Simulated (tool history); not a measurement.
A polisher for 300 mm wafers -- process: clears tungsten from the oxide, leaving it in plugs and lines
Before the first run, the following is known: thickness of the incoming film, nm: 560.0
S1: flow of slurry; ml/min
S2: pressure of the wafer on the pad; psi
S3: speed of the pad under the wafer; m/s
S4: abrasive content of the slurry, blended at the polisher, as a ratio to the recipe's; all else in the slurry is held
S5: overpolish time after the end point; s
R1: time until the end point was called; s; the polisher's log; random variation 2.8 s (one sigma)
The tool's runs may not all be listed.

Run 1, day 0: S1 270 ml/min, S2 2.6 psi, S3 1.38 m/s, S4 1, S5 12 s. Result: R1 114.12 s.
Run 2, day 0.162: S1 270 ml/min, S2 2.3 psi, S3 1.36 m/s, S4 1, S5 12 s. Result: R1 130.02 s.
Run 3, day 0.421: S1 270 ml/min, S2 2.7 psi, S3 1.36 m/s, S4 1, S5 12 s. Result: R1 112.57 s.
Run 4, day 0.675: S1 315 ml/min, S2 2.7 psi, S3 1.36 m/s, S4 1, S5 12 s. Result: R1 112.85 s.
Run 5, day 0.729: S1 315 ml/min, S2 2.7 psi, S3 1.36 m/s, S4 1, S5 9 s. Result: R1 113.22 s.
Run 6, day 0.779: S1 315 ml/min, S2 2.4 psi, S3 1.34 m/s, S4 1, S5 9 s. Result: R1 123.92 s.
Run 7, day 1.058: S1 315 ml/min, S2 2.1 psi, S3 1.32 m/s, S4 1, S5 9 s. Result: R1 140.79 s.
Run 8, day 1.312: S1 315 ml/min, S2 1.9 psi, S3 1.3 m/s, S4 1, S5 9 s. Result: R1 151.57 s.

Run 9 is up next; what results do you expect?
Run 9, day 1.342: S1 315 ml/min, S2 1.8 psi, S3 1.3 m/s, S4 1, S5 9 s. Result: R1 ?.

{"run 9": {"R1": 162.65}}

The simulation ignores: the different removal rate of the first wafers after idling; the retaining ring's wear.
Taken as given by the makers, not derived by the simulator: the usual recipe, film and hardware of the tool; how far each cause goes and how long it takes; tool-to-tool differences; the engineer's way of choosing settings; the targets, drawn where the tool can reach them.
